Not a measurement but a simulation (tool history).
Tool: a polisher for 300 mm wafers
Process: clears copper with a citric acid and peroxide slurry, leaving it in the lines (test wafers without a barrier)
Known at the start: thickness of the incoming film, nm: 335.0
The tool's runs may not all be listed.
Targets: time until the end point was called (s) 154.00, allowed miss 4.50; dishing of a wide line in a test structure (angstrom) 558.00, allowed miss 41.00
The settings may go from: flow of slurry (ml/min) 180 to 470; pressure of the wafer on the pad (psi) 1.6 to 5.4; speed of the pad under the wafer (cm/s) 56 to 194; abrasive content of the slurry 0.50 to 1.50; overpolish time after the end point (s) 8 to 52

run  hour  flow of slurry (ml/min)  pressure of the wafer on the pad (psi)  speed of the pad under the wafer (cm/s)  abrasive content of the slurry  overpolish time after the end point (s)  time until the end point was called (s)  dishing of a wide line in a test structure (angstrom)
  1   0.0                      300                                     3.5                                      124                            1.00                                       26                                   115.09                                                 500.01
  2   7.6                      300                                     3.4                                      124                            1.00                                       28                                   120.97                                                 550.39
  3  16.4                      350                                     3.4                                      124                            1.00                                       28                                   119.72                                                 533.20
  4  19.9                      350                                     2.7                                      124                            1.00                                       28                                   149.42                                                 447.69
  5  24.6                      350                                     2.7                                      124                            1.00                                       29                                   148.13                                                 454.40
  6  33.0                      350                                     2.7                                      124                            1.00                                       30                                   147.48                                                 478.59
  7  36.1                      345                                     2.5                                      124                            1.00                                       37                                   158.86                                                 516.56
     44.4  -- slurry blender recalibrated
  8  44.4                      345                                     2.6                                      124                            1.00                                       38                                   141.88                                                 573.07

4 next moves are on the table. One of them brings every result within its allowed miss. Which?
  A  52.7                      315                                     1.7                                      166                            1.15                                       42                                        ?                                                      ?
  B  52.7                      340                                     2.3                                      122                            1.00                                       41                                        ?                                                      ?
  C  52.7                      350                                     2.4                                      116                            1.00                                       48                                        ?                                                      ?
  D  52.7                      330                                     3.1                                      112                            1.15                                       35                                        ?                                                      ?

move  time until the end point was called (s)  dishing of a wide line in a test structure (angstrom)
   A                                   153.90                                                 558.22
   B                                   160.61                                                 550.07
   C                                   161.49                                                 616.01
   D                                   126.11                                                 599.77
A: meets every target
B: takes the result that was furthest off past its target
C: takes the result that was furthest off past its target
D: further off than the last run
Move A is the one to make.
